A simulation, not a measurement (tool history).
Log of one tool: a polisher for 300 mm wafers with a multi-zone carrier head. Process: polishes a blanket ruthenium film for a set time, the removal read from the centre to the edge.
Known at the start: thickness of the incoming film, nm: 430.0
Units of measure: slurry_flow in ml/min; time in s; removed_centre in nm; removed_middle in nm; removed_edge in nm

Run 1, hour 0: slurry_flow 250 ml/min, centre_zone 1, middle_zone 1, edge_zone 1, time 60 s. Result: removed_centre 55.895 nm, removed_middle 59.271 nm, removed_edge 55.401 nm.
Run 2, hour 2.9: slurry_flow 250 ml/min, centre_zone 1, middle_zone 0.96, edge_zone 1, time 60 s. Result: removed_centre 56.49 nm, removed_middle 55.881 nm, removed_edge 55.937 nm.
Run 3, hour 5.1: slurry_flow 250 ml/min, centre_zone 1, middle_zone 0.96, edge_zone 1.04, time 60 s. Result: removed_centre 55.899 nm, removed_middle 56.737 nm, removed_edge 57.262 nm.
Run 4, hour 13.7: slurry_flow 255 ml/min, centre_zone 1.02, middle_zone 0.98, edge_zone 1.06, time 62 s. Result: removed_centre 59.011 nm, removed_middle 59.606 nm, removed_edge 60.927 nm.
Run 5, hour 14.9: slurry_flow 265 ml/min, centre_zone 1.05, middle_zone 1.01, edge_zone 1.07, time 63 s. Result: removed_centre 61.861 nm, removed_middle 63.855 nm, removed_edge 61.946 nm.
Run 6, hour 16.1: slurry_flow 265 ml/min, centre_zone 1.05, middle_zone 1.01, edge_zone 1.13, time 63 s. Result: removed_centre 61.605 nm, removed_middle 61.851 nm, removed_edge 62.861 nm.
Run 7, hour 19.4: slurry_flow 270 ml/min, centre_zone 1.07, middle_zone 1.02, edge_zone 1.14, time 64 s. Result: removed_centre 63.886 nm, removed_middle 63.567 nm, removed_edge 64.513 nm.
Run 8, hour 26.4: slurry_flow 275 ml/min, centre_zone 1.08, middle_zone 1.03, edge_zone 1.15, time 65 s. Result: removed_centre 65.936 nm, removed_middle 66.388 nm, removed_edge 64.714 nm.
Run 9, hour 32.6: slurry_flow 280 ml/min, centre_zone 1.08, middle_zone 1.03, edge_zone 1.15, time 66 s. Result: removed_centre 66.614 nm, removed_middle 65.373 nm, removed_edge 65.713 nm.
Run 10, hour 39.2: slurry_flow 275 ml/min, centre_zone 1.08, middle_zone 1.04, edge_zone 1.15, time 67 s. Result: removed_centre 67.429 nm, removed_middle 67.702 nm, removed_edge 68.528 nm.
Run 11, hour 42.1: slurry_flow 280 ml/min, centre_zone 1.09, middle_zone 1.05, edge_zone 1.15, time 67 s. Result: removed_centre 67.951 nm, removed_middle 68.786 nm, removed_edge 65.654 nm.
Run 12, hour 48: slurry_flow 280 ml/min, centre_zone 1.09, middle_zone 1.05, edge_zone 1.15, time 68 s. Result: removed_centre 70.414 nm, removed_middle 68.891 nm, removed_edge 68.273 nm.
Run 13, hour 57: slurry_flow 280 ml/min, centre_zone 1.09, middle_zone 1.06, edge_zone 1.15, time 69 s. Result: removed_centre 69.925 nm, removed_middle 72.293 nm, removed_edge 69.4 nm.

Predict the results of run 14:
Run 14, hour 59.8: slurry_flow 285 ml/min, centre_zone 1.1, middle_zone 1.06, edge_zone 1.15, time 69 s. Result: removed_centre ?, removed_middle ?, removed_edge ?.

removed_centre: 71.174 nm
removed_middle: 71.215 nm
removed_edge: 70.144 nm

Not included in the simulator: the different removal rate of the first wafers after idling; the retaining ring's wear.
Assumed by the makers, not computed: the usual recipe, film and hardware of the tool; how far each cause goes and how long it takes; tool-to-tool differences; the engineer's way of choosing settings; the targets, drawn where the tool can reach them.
